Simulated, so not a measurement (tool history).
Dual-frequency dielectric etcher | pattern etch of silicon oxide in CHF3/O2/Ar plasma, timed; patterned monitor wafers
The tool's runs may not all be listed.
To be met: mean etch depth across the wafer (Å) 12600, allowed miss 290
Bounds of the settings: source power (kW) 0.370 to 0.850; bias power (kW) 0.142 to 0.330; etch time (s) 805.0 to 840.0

| run | hour | source power (kW) | bias power (kW) | etch time (s) | mean etch depth across the wafer (Å) |
|---|---|---|---|---|---|
| 1 | 0.0 | 0.610 | 0.236 | 805.0 | 15384 |
| 2 | 0.9 | 0.610 | 0.236 | 840.0 | 15856 |
| 3 | 5.5 | 0.690 | 0.236 | 840.0 | 16679 |
| 4 | 9.9 | 0.690 | 0.236 | 840.0 | 16563 |
| 5 | 17.1 | 0.690 | 0.236 | 805.0 | 16014 |
| 6 | 23.5 | 0.650 | 0.229 | 805.0 | 15620 |
| 7 | 24.5 | 0.610 | 0.217 | 805.0 | 14998 |
| 8 | 27.7 | 0.580 | 0.209 | 805.0 | 14644 |
| 9 | 32.3 | 0.550 | 0.202 | 805.0 | 14341 |
| 10 | 34.6 | 0.530 | 0.196 | 805.0 | 14164 |
| 11 | 42.5 | 0.530 | 0.196 | 805.0 | 14149 |
| 12 | 50.5 | 0.510 | 0.190 | 805.0 | 13839 |
| 13 | 52.8 | 0.490 | 0.186 | 805.0 | 13580 |
| 14 | 56.9 | 0.490 | 0.186 | 805.0 | 13610 |
| 15 | 65.7 | 0.480 | 0.183 | 805.0 | 13452 |

Which of these 5 next moves meets every target?
| A | 74.5 | 0.480 | 0.197 | 816.5 | ? |
| B | 74.5 | 0.430 | 0.172 | 840.0 | ? |
| C | 74.5 | 0.420 | 0.195 | 805.0 | ? |
| D | 74.5 | 0.370 | 0.169 | 823.0 | ? |
| E | 74.5 | 0.410 | 0.198 | 805.0 | ? |

| move | mean etch depth across the wafer (Å) |
|---|---|
| A | 13897 |
| B | 13448 |
| C | 13226 |
| D | 12663 |
| E | 13203 |
A: further off than the last run
B: as far off as the last run
C: nearer than the last run, and not there yet
D: meets every target
E: nearer than the last run, and not there yet
Move D is the one to make.
